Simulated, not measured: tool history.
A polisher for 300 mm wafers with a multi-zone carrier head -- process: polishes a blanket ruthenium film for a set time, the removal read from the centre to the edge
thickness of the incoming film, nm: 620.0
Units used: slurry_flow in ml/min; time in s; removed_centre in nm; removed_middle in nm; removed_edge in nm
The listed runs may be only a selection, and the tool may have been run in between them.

run,hour,slurry_flow,centre_zone,middle_zone,edge_zone,time,removed_centre,removed_middle,removed_edge
1,0.0,250,1.00,1.00,1.00,72,78.462,81.202,77.840
2,6.9,250,1.00,1.04,1.00,72,79.016,83.050,77.277
3,9.5,255,1.01,1.06,1.02,74,81.588,87.512,80.621
4,16.0,300,1.01,1.06,1.02,74,82.849,88.439,82.166
5,22.4,305,1.03,1.08,1.04,76,87.099,90.372,82.956
6,31.2,275,1.03,1.08,1.04,76,86.282,89.292,84.985
7,40.1,280,1.03,1.10,1.04,78,88.437,95.571,86.802
8,48.4,280,1.03,1.10,1.04,78,88.417,94.984,86.799
9,55.2,280,1.04,1.11,1.05,80,92.306,98.646,87.508
10,60.7,285,1.04,1.11,1.07,81,92.011,100.070,92.156
11,64.9,345,1.14,1.19,1.12,84,107.810,111.430,97.315

Run 12 has not been measured yet. What should we expect?
12,67.4,345,1.14,1.19,1.13,84,?,?,?

{"run 12": {"removed_centre": 107.33, "removed_middle": 111.01, "removed_edge": 97.132}}
